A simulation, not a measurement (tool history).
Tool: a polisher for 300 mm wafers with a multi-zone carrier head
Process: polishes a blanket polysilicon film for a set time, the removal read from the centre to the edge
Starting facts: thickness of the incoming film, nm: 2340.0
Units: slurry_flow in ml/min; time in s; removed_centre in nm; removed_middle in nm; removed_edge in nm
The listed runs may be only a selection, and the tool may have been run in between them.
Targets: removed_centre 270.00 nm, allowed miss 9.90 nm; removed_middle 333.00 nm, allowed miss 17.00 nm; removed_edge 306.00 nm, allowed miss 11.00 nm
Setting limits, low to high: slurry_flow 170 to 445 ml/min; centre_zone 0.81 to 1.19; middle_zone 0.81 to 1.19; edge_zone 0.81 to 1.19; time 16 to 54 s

Run 1, hour 0.0: slurry_flow 285 ml/min, centre_zone 1.00, middle_zone 1.00, edge_zone 1.00, time 35 s. Result: removed_centre 246.36 nm, removed_middle 248.26 nm, removed_edge 245.65 nm.
Run 2, hour 1.9: slurry_flow 285 ml/min, centre_zone 1.00, middle_zone 0.92, edge_zone 1.00, time 35 s. Result: removed_centre 244.07 nm, removed_middle 228.66 nm, removed_edge 245.32 nm.
Run 3, hour 5.2: slurry_flow 285 ml/min, centre_zone 1.00, middle_zone 0.92, edge_zone 1.00, time 30 s. Result: removed_centre 210.50 nm, removed_middle 197.32 nm, removed_edge 210.48 nm.
Run 4, hour 9.4: slurry_flow 355 ml/min, centre_zone 1.00, middle_zone 0.92, edge_zone 1.00, time 30 s. Result: removed_centre 212.74 nm, removed_middle 205.27 nm, removed_edge 213.00 nm.
Run 5, hour 10.4: slurry_flow 365 ml/min, centre_zone 0.98, middle_zone 0.96, edge_zone 1.02, time 32 s. Result: removed_centre 224.76 nm, removed_middle 224.99 nm, removed_edge 230.03 nm.
Run 6, hour 16.8: slurry_flow 370 ml/min, centre_zone 0.96, middle_zone 1.00, edge_zone 1.04, time 34 s. Result: removed_centre 239.29 nm, removed_middle 245.43 nm, removed_edge 249.48 nm.
Run 7, hour 21.3: slurry_flow 375 ml/min, centre_zone 0.94, middle_zone 1.04, edge_zone 1.05, time 35 s. Result: removed_centre 233.65 nm, removed_middle 259.01 nm, removed_edge 255.62 nm.
Run 8, hour 28.7: slurry_flow 375 ml/min, centre_zone 0.94, middle_zone 1.07, edge_zone 1.06, time 36 s. Result: removed_centre 241.33 nm, removed_middle 277.96 nm, removed_edge 266.88 nm.
Run 9, hour 29.3: slurry_flow 375 ml/min, centre_zone 0.94, middle_zone 1.07, edge_zone 1.06, time 36 s. Result: removed_centre 243.40 nm, removed_middle 279.38 nm, removed_edge 262.75 nm.
Run 10, hour 33.0: slurry_flow 375 ml/min, centre_zone 0.93, middle_zone 1.08, edge_zone 1.07, time 37 s. Result: removed_centre 246.17 nm, removed_middle 287.80 nm, removed_edge 270.41 nm.

Consider the 5 candidate settings below. Which is the only one whose results all fall within their allowed miss of target?
Run A, hour 36.7: slurry_flow 385 ml/min, centre_zone 1.03, middle_zone 0.81, edge_zone 1.14, time 39 s. Result: removed_centre ?, removed_middle ?, removed_edge ?.
Run B, hour 36.7: slurry_flow 335 ml/min, centre_zone 0.91, middle_zone 1.03, edge_zone 1.07, time 42 s. Result: removed_centre ?, removed_middle ?, removed_edge ?.
Run C, hour 36.7: slurry_flow 380 ml/min, centre_zone 0.81, middle_zone 1.14, edge_zone 1.11, time 41 s. Result: removed_centre ?, removed_middle ?, removed_edge ?.
Run D, hour 36.7: slurry_flow 390 ml/min, centre_zone 0.86, middle_zone 1.13, edge_zone 1.11, time 41 s. Result: removed_centre ?, removed_middle ?, removed_edge ?.
Run E, hour 36.7: slurry_flow 330 ml/min, centre_zone 0.92, middle_zone 1.15, edge_zone 1.12, time 41 s. Result: removed_centre ?, removed_middle ?, removed_edge ?.

move  removed_centre  removed_middle  removed_edge
   A          287.70          226.71        297.48
   B          271.46          295.97        307.41
   C          237.73          317.56        306.97
   D          252.93          315.55        307.35
   E          267.90          317.15        306.39
A: the worst result of the last run now meets its target, but another is out of spec
B: the worst result of the last run now meets its target, but another is out of spec
C: the worst result of the last run now meets its target, but another is out of spec
D: the worst result of the last run now meets its target, but another is out of spec
E: every result lands within tolerance
E meets every target.
